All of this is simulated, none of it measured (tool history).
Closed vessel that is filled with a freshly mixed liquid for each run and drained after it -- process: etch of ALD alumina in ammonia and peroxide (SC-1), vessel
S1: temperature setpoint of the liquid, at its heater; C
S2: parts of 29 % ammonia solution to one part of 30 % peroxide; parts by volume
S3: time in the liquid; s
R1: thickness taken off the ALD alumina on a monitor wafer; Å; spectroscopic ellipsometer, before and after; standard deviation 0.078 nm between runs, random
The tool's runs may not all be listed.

| run | hour | S1 | S2 | S3 | R1 |
|---|---|---|---|---|---|
| 1 | 0 | 46 | 0.55 | 215 | 101.95 |
| 2 | 7.5 | 46 | 0.55 | 170 | 80.932 |
| 3 | 11.3 | 47.5 | 0.55 | 170 | 86.884 |
| 4 | 15.1 | 47.5 | 0.4 | 170 | 84.3 |
| 5 | 17.9 | 47.5 | 0.4 | 215 | 107.58 |
| 6 | 26.8 | 48.5 | 0.4 | 215 | 112.63 |
| 7 | 27.5 | 49 | 0.4 | 215 | 116.04 |

Estimate the outcome of run 8 from the log above:
| 8 | 29.4 | 49.5 | 0.4 | 215 | ? |

R1: 119.69 Å

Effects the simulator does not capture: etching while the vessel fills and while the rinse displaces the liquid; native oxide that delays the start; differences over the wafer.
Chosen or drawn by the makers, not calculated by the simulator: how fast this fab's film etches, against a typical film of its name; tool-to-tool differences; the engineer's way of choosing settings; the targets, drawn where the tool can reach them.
